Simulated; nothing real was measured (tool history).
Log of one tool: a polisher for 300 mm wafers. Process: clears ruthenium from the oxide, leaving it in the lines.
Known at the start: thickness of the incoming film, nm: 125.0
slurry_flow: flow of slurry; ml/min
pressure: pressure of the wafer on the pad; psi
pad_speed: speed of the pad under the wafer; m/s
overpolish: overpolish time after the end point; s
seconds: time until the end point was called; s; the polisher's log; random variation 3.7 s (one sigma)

run	day	slurry_flow	pressure	pad_speed	overpolish	seconds
1	0	135	2	0.8	37	155.58
2	0.329	135	2	0.8	40	150.9
3	0.412	135	2	0.92	40	135.29
4	0.767	135	2	0.92	40	137.32
5	0.975	135	2.3	0.92	40	121.21
6	1.017	135	2.3	0.78	40	138.9

Estimate the outcome of run 7 from the log above:
7	1.358	135	2	0.76	40	?

{"run 7": {"seconds": 164.36}}

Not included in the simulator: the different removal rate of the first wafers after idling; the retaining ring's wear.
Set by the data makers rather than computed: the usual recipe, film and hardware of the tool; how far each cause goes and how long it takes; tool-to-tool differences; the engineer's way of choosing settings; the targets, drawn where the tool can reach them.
